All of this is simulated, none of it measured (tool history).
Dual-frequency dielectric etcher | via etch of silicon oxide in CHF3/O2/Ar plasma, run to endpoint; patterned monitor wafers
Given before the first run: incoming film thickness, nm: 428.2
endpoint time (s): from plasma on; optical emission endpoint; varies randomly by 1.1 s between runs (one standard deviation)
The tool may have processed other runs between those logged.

run    day  source power (W)  bias power (W)  endpoint time (s)
  1      0               770             191             202.56
  2  0.167               800             193              199.8
  3  0.529               830             195             196.76
  4  0.696               760             195             202.04
  5  1.004               760             222             193.71
  6  1.304               760             197             201.92
  7  1.554               910             214              182.4

Forecast run 8:
  8  1.75               920             214                  ?

{"run 8": {"endpoint time (s)": 181.19}}
